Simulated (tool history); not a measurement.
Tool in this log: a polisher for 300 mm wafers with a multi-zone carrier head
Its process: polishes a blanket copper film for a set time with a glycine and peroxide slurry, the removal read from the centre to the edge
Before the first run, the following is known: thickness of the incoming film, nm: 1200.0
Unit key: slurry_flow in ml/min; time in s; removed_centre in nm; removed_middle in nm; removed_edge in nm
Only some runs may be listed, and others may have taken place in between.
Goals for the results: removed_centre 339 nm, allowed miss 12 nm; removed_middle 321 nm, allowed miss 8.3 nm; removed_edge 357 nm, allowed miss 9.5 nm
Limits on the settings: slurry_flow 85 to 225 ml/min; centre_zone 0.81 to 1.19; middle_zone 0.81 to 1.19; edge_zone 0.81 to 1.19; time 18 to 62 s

Run 1, hour 0: slurry_flow 145 ml/min, centre_zone 1, middle_zone 1, edge_zone 1, time 40 s. Result: removed_centre 270.45 nm, removed_middle 264.03 nm, removed_edge 264.16 nm.
Run 2, hour 8: slurry_flow 130 ml/min, centre_zone 1, middle_zone 1, edge_zone 1, time 40 s. Result: removed_centre 261.98 nm, removed_middle 256.66 nm, removed_edge 264.65 nm.
Run 3, hour 11.4: slurry_flow 130 ml/min, centre_zone 1.01, middle_zone 1, edge_zone 1.03, time 42 s. Result: removed_centre 280.46 nm, removed_middle 271.23 nm, removed_edge 277.59 nm.
Run 4, hour 14.4: slurry_flow 130 ml/min, centre_zone 1.01, middle_zone 0.93, edge_zone 1.03, time 42 s. Result: removed_centre 279.24 nm, removed_middle 256.02 nm, removed_edge 279.92 nm.
Run 5, hour 16.3: slurry_flow 135 ml/min, centre_zone 1, middle_zone 0.93, edge_zone 1.05, time 43 s. Result: removed_centre 286.18 nm, removed_middle 259.71 nm, removed_edge 288.21 nm.
Run 6, hour 23.9: slurry_flow 120 ml/min, centre_zone 1, middle_zone 0.93, edge_zone 1.05, time 43 s. Result: removed_centre 278.73 nm, removed_middle 256.27 nm, removed_edge 281.58 nm.
Run 7, hour 25.8: slurry_flow 135 ml/min, centre_zone 0.99, middle_zone 0.94, edge_zone 1.07, time 44 s. Result: removed_centre 289.24 nm, removed_middle 270.9 nm, removed_edge 301.19 nm.
Run 8, hour 27.3: slurry_flow 175 ml/min, centre_zone 1.03, middle_zone 1.01, edge_zone 1.15, time 45 s. Result: removed_centre 325.71 nm, removed_middle 306.77 nm, removed_edge 327.1 nm.
Run 9, hour 28.3: slurry_flow 180 ml/min, centre_zone 1.02, middle_zone 1, edge_zone 1.16, time 45 s. Result: removed_centre 326.31 nm, removed_middle 309.21 nm, removed_edge 327.79 nm.
Run 10, hour 35.3: slurry_flow 180 ml/min, centre_zone 1.01, middle_zone 0.99, edge_zone 1.17, time 45 s. Result: removed_centre 316.83 nm, removed_middle 305.37 nm, removed_edge 332.45 nm.
Run 11, hour 38.6: slurry_flow 185 ml/min, centre_zone 1.01, middle_zone 0.99, edge_zone 1.17, time 45 s. Result: removed_centre 321.23 nm, removed_middle 305.34 nm, removed_edge 334.73 nm.
Run 12, hour 40.3: slurry_flow 190 ml/min, centre_zone 1.01, middle_zone 0.99, edge_zone 1.17, time 45 s. Result: removed_centre 318.05 nm, removed_middle 308.1 nm, removed_edge 334.96 nm.

5 candidate next runs follow, results not yet known. Just one meets every target within its allowed miss. Identify it.
Run A, hour 42: slurry_flow 170 ml/min, centre_zone 1.01, middle_zone 0.95, edge_zone 1.18, time 47 s. Result: removed_centre ?, removed_middle ?, removed_edge ?.
Run B, hour 42: slurry_flow 215 ml/min, centre_zone 1.01, middle_zone 0.98, edge_zone 1.19, time 47 s. Result: removed_centre ?, removed_middle ?, removed_edge ?.
Run C, hour 42: slurry_flow 175 ml/min, centre_zone 0.99, middle_zone 1, edge_zone 1.14, time 45 s. Result: removed_centre ?, removed_middle ?, removed_edge ?.
Run D, hour 42: slurry_flow 180 ml/min, centre_zone 1.11, middle_zone 0.96, edge_zone 1.18, time 44 s. Result: removed_centre ?, removed_middle ?, removed_edge ?.
Run E, hour 42: slurry_flow 205 ml/min, centre_zone 1.01, middle_zone 0.92, edge_zone 1.07, time 45 s. Result: removed_centre ?, removed_middle ?, removed_edge ?.

move  removed_centre  removed_middle  removed_edge
   A          332.15          307.82        342.16
   B          344.58          326.44         351.9
   C           313.3          309.08         322.6
   D          345.26          293.03        322.27
   E          327.52           294.7        317.87
A: closes in on the targets versus the last run, not all within tolerance yet
B: all results land within tolerance of their targets
C: its largest miss is bigger than the last run's
D: its largest miss is bigger than the last run's
E: its largest miss is bigger than the last run's
So the answer is move B, the one that meets all the targets.

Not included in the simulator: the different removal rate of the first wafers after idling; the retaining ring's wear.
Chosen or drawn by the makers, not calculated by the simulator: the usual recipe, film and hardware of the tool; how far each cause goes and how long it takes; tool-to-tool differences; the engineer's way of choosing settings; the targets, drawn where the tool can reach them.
